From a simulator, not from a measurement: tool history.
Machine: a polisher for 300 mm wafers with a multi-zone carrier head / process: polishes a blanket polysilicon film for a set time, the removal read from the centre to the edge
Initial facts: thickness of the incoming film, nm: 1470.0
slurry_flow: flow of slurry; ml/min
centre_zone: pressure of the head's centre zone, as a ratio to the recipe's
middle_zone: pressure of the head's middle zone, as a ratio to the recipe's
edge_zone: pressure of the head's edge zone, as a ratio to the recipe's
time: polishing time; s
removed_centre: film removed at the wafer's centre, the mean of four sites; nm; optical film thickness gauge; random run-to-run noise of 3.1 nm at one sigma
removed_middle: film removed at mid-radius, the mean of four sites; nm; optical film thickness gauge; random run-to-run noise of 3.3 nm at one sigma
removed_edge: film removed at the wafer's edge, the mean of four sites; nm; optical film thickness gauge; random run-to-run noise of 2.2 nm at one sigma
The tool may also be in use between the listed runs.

{"run": 1, "hour": 0.0, "slurry_flow": 180, "centre_zone": 1, "middle_zone": 1, "edge_zone": 1, "time": 61, "removed_centre": 383.13, "removed_middle": 384.79, "removed_edge": 384.16}
{"run": 2, "hour": 4.4, "slurry_flow": 175, "centre_zone": 0.99, "middle_zone": 0.98, "edge_zone": 0.99, "time": 59, "removed_centre": 385.59, "removed_middle": 375.24, "removed_edge": 373.03}
{"run": 3, "hour": 7.0, "slurry_flow": 175, "centre_zone": 0.98, "middle_zone": 0.97, "edge_zone": 1.01, "time": 56, "removed_centre": 351.79, "removed_middle": 342.02, "removed_edge": 353.07}
{"run": 4, "hour": 13.3, "slurry_flow": 170, "centre_zone": 0.97, "middle_zone": 0.96, "edge_zone": 1.01, "time": 55, "removed_centre": 343.64, "removed_middle": 332.77, "removed_edge": 351.47}
{"run": 5, "hour": 15.4, "slurry_flow": 170, "centre_zone": 0.96, "middle_zone": 0.95, "edge_zone": 1, "time": 54, "removed_centre": 332.41, "removed_middle": 330.34, "removed_edge": 342.41}
{"run": 6, "hour": 22.7, "slurry_flow": 170, "centre_zone": 0.96, "middle_zone": 0.95, "edge_zone": 1, "time": 64, "removed_centre": 397.38, "removed_middle": 391.33, "removed_edge": 400.5}
{"run": 7, "hour": 26.5, "slurry_flow": 170, "centre_zone": 0.96, "middle_zone": 0.95, "edge_zone": 1, "time": 64, "removed_centre": 391.14, "removed_middle": 393.55, "removed_edge": 403.54}
{"run": 8, "hour": 32.3, "slurry_flow": 170, "centre_zone": 0.96, "middle_zone": 0.95, "edge_zone": 1, "time": 64, "removed_centre": 400.32, "removed_middle": 397, "removed_edge": 403.5}
{"run": 9, "hour": 33.6, "slurry_flow": 170, "centre_zone": 0.96, "middle_zone": 0.95, "edge_zone": 1, "time": 64, "removed_centre": 393.41, "removed_middle": 395.61, "removed_edge": 407.91}
{"run": 10, "hour": 38.6, "slurry_flow": 170, "centre_zone": 0.95, "middle_zone": 0.94, "edge_zone": 1, "time": 62, "removed_centre": 378.27, "removed_middle": 379.72, "removed_edge": 394.09}
{"run": 11, "hour": 40.7, "slurry_flow": 165, "centre_zone": 0.95, "middle_zone": 0.94, "edge_zone": 1, "time": 60, "removed_centre": 365.76, "removed_middle": 358.36, "removed_edge": 375.56}
{"run": 12, "hour": 42.9, "slurry_flow": 160, "centre_zone": 0.94, "middle_zone": 0.94, "edge_zone": 0.99, "time": 58, "removed_centre": 351.92, "removed_middle": 345.68, "removed_edge": 358.67}
{"run": 13, "hour": 44.9, "slurry_flow": 155, "centre_zone": 0.93, "middle_zone": 0.93, "edge_zone": 0.99, "time": 57, "removed_centre": 339.82, "removed_middle": 334.74, "removed_edge": 357.46}
{"run": 14, "hour": 46.5, "slurry_flow": 155, "centre_zone": 0.92, "middle_zone": 0.93, "edge_zone": 0.98, "time": 56, "removed_centre": 327.31, "removed_middle": 340.14, "removed_edge": 343.2}
{"run": 15, "hour": 47.6, "slurry_flow": 150, "centre_zone": 0.92, "middle_zone": 0.92, "edge_zone": 0.98, "time": 55, "removed_centre": 314, "removed_middle": 321.01, "removed_edge": 342.35}
{"run": 16, "hour": 53.3, "slurry_flow": 150, "centre_zone": 0.92, "middle_zone": 0.91, "edge_zone": 0.97, "time": 54, "removed_centre": 312.05, "removed_middle": 312.57, "removed_edge": 328.5}

Forecast run 17:
{"run": 17, "hour": 54.4, "slurry_flow": 150, "centre_zone": 0.92, "middle_zone": 0.91, "edge_zone": 0.97, "time": 54, "removed_centre": "?", "removed_middle": "?", "removed_edge": "?"}

removed_centre: 309.6 nm
removed_middle: 313.46 nm
removed_edge: 333.1 nm
